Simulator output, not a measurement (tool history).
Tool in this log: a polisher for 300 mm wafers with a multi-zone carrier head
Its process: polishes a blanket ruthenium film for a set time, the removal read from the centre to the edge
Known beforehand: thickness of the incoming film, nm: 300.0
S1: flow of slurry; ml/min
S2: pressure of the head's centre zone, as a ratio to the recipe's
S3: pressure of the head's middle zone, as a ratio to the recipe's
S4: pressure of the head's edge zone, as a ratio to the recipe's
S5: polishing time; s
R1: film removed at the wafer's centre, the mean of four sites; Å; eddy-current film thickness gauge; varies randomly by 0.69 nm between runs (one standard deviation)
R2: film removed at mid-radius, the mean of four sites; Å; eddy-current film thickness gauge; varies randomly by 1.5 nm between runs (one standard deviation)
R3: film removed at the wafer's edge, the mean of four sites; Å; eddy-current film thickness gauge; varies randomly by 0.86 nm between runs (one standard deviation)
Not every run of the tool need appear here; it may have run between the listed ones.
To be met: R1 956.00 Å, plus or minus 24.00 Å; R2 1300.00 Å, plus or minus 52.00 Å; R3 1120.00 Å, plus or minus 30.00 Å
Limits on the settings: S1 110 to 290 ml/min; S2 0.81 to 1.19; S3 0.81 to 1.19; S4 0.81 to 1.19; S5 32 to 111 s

| run | hour | S1 | S2 | S3 | S4 | S5 | R1 | R2 | R3 |
|---|---|---|---|---|---|---|---|---|---|
| 1 | 0.0 | 185 | 1.00 | 1.00 | 1.00 | 71 | 939.35 | 934.53 | 928.24 |
| 2 | 1.0 | 185 | 1.07 | 1.00 | 1.00 | 71 | 983.99 | 962.25 | 927.57 |
| 3 | 4.5 | 185 | 1.03 | 1.00 | 1.00 | 71 | 957.88 | 945.81 | 937.84 |
| 4 | 7.3 | 200 | 0.96 | 1.06 | 1.00 | 74 | 934.82 | 1043.50 | 970.41 |
| 5 | 15.0 | 215 | 0.95 | 1.10 | 1.04 | 75 | 958.16 | 1093.10 | 1023.40 |
| 6 | 23.7 | 215 | 1.03 | 1.10 | 1.04 | 75 | 1036.40 | 1140.10 | 1018.00 |
| 7 | 26.7 | 215 | 0.97 | 1.13 | 1.04 | 77 | 986.22 | 1195.80 | 1031.70 |
| 8 | 30.4 | 215 | 0.95 | 1.15 | 1.07 | 78 | 987.71 | 1206.20 | 1049.70 |
| 9 | 35.0 | 220 | 0.92 | 1.16 | 1.07 | 79 | 984.53 | 1214.60 | 1080.00 |
| 10 | 37.5 | 220 | 0.92 | 1.16 | 1.07 | 79 | 965.38 | 1231.20 | 1079.30 |

Pick the move, out of 4, that brings all results within their allowed miss; only one does.
| A | 40.0 | 205 | 0.91 | 1.13 | 1.10 | 76 | ? | ? | ? |
| B | 40.0 | 225 | 0.87 | 1.02 | 1.10 | 81 | ? | ? | ? |
| C | 40.0 | 175 | 0.89 | 1.04 | 1.05 | 83 | ? | ? | ? |
| D | 40.0 | 215 | 0.88 | 1.19 | 1.11 | 82 | ? | ? | ? |

| move | R1 | R2 | R3 |
|---|---|---|---|
| A | 924.18 | 1149.50 | 1042.30 |
| B | 953.05 | 1136.10 | 1122.20 |
| C | 962.01 | 1143.90 | 1102.90 |
| D | 971.04 | 1305.10 | 1132.50 |
A: the biggest miss grows against the last run
B: meets the target for the result that was furthest off, but another lies outside its allowed miss
C: meets the target for the result that was furthest off, but another lies outside its allowed miss
D: each result inside its tolerance
The move that meets every target is D.
